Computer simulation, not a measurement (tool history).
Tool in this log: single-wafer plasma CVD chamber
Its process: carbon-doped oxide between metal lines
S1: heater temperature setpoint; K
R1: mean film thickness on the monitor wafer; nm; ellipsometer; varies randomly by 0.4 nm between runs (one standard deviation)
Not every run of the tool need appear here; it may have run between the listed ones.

{"run": 1, "day": 0.0, "S1": 603.15, "chamber pressure (mTorr)": 4470, "RF power (kW)": 0.385, "deposition time (s)": 13.0, "R1": 56.214}
{"run": 2, "day": 0.092, "S1": 603.15, "chamber pressure (mTorr)": 4470, "RF power (kW)": 0.385, "deposition time (s)": 12.3, "R1": 52.782}
{"run": 3, "day": 0.279, "S1": 603.15, "chamber pressure (mTorr)": 4940, "RF power (kW)": 0.385, "deposition time (s)": 12.3, "R1": 54.308}
{"run": 4, "day": 0.642, "S1": 602.15, "chamber pressure (mTorr)": 5110, "RF power (kW)": 0.405, "deposition time (s)": 12.4, "R1": 57.436}
{"run": 5, "day": 0.917, "S1": 602.15, "chamber pressure (mTorr)": 5110, "RF power (kW)": 0.43, "deposition time (s)": 12.4, "R1": 60.613}
{"run": 6, "day": 0.971, "S1": 592.15, "chamber pressure (mTorr)": 5110, "RF power (kW)": 0.43, "deposition time (s)": 12.4, "R1": 63.675}
{"run": 7, "day": 1.025, "S1": 591.15, "chamber pressure (mTorr)": 5180, "RF power (kW)": 0.435, "deposition time (s)": 12.4, "R1": 65.089}

What will run 8 give?
{"run": 8, "day": 1.279, "S1": 590.15, "chamber pressure (mTorr)": 5230, "RF power (kW)": 0.435, "deposition time (s)": 12.4, "R1": "?"}

{"run 8": {"R1": 64.778}}

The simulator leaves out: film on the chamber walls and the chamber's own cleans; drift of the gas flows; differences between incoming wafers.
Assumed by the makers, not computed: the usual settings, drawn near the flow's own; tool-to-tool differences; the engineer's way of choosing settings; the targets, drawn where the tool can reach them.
